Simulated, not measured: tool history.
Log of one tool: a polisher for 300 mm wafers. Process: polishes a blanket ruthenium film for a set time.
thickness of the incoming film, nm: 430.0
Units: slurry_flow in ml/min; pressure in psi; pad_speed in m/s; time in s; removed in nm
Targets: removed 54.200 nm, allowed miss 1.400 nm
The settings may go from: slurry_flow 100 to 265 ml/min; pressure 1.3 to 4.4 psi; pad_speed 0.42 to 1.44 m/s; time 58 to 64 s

{"run": 1, "hour": 0.0, "slurry_flow": 170, "pressure": 2.8, "pad_speed": 0.92, "time": 64, "removed": 88.275}
{"run": 2, "hour": 8.1, "slurry_flow": 170, "pressure": 2.8, "pad_speed": 0.92, "time": 64, "removed": 87.108}
{"run": 3, "hour": 14.2, "slurry_flow": 170, "pressure": 2.2, "pad_speed": 0.92, "time": 64, "removed": 71.725}
{"run": 4, "hour": 22.9, "slurry_flow": 165, "pressure": 2.1, "pad_speed": 0.92, "time": 64, "removed": 68.37}
{"run": 5, "hour": 28.0, "slurry_flow": 150, "pressure": 2.1, "pad_speed": 0.92, "time": 64, "removed": 68.104}
{"run": 6, "hour": 32.8, "slurry_flow": 115, "pressure": 2.1, "pad_speed": 0.92, "time": 64, "removed": 65.704}
{"run": 7, "hour": 35.4, "slurry_flow": 115, "pressure": 2.0, "pad_speed": 0.92, "time": 64, "removed": 63.057}
{"run": 8, "hour": 42.0, "slurry_flow": 115, "pressure": 1.9, "pad_speed": 0.92, "time": 64, "removed": 60.499}

Which of these 5 next moves meets every target?
{"run": "A", "hour": 48.6, "slurry_flow": 100, "pressure": 1.6, "pad_speed": 1.1, "time": 58, "removed": "?"}
{"run": "B", "hour": 48.6, "slurry_flow": 100, "pressure": 2.1, "pad_speed": 0.86, "time": 59, "removed": "?"}
{"run": "C", "hour": 48.6, "slurry_flow": 115, "pressure": 2.3, "pad_speed": 0.7, "time": 64, "removed": "?"}
{"run": "D", "hour": 48.6, "slurry_flow": 100, "pressure": 2.2, "pad_speed": 0.84, "time": 60, "removed": "?"}
{"run": "E", "hour": 48.6, "slurry_flow": 115, "pressure": 2.1, "pad_speed": 0.74, "time": 58, "removed": "?"}

move=A removed=54.141
move=B removed=56.243
move=C removed=57.309
move=D removed=58.362
move=E removed=50.205
A: meets every target
B: nearer than the last run, and not there yet
C: nearer than the last run, and not there yet
D: nearer than the last run, and not there yet
E: takes the result that was furthest off past its target
The right move is A.
